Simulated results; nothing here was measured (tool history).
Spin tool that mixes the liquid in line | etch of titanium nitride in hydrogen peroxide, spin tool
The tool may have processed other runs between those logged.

| run | hour | temperature setpoint of the liquid (C) | concentration of hydrogen peroxide in the mixed liquid (% by weight) | time under the liquid (s) | thickness taken off the titanium nitride on a monitor wafer (angstrom) |
|---|---|---|---|---|---|
| 1 | 0.0 | 47.0 | 18 | 110 | 69.428 |
| 2 | 3.7 | 43.5 | 18 | 110 | 53.713 |
| 3 | 10.4 | 41.0 | 18 | 110 | 44.847 |
| 4 | 19.0 | 39.0 | 18 | 110 | 37.380 |
| 5 | 25.7 | 42.0 | 18 | 110 | 48.208 |
| 6 | 29.6 | 42.0 | 18 | 115 | 49.955 |
| 7 | 35.5 | 39.5 | 18 | 115 | 41.458 |
| 8 | 43.4 | 38.0 | 18 | 115 | 36.960 |
| 9 | 46.7 | 36.5 | 18 | 115 | 33.330 |
| 10 | 47.4 | 35.5 | 18 | 115 | 29.650 |
| 11 | 52.9 | 35.5 | 18 | 115 | 30.064 |
| 12 | 61.2 | 35.5 | 18 | 115 | 30.033 |
| 13 | 67.3 | 35.0 | 18 | 115 | 29.031 |

Run 14 is up next; what results do you expect?
| 14 | 68.7 | 32.0 | 18 | 115 | ? |

{"run 14": {"thickness taken off the titanium nitride on a monitor wafer (angstrom)": 22.694}}
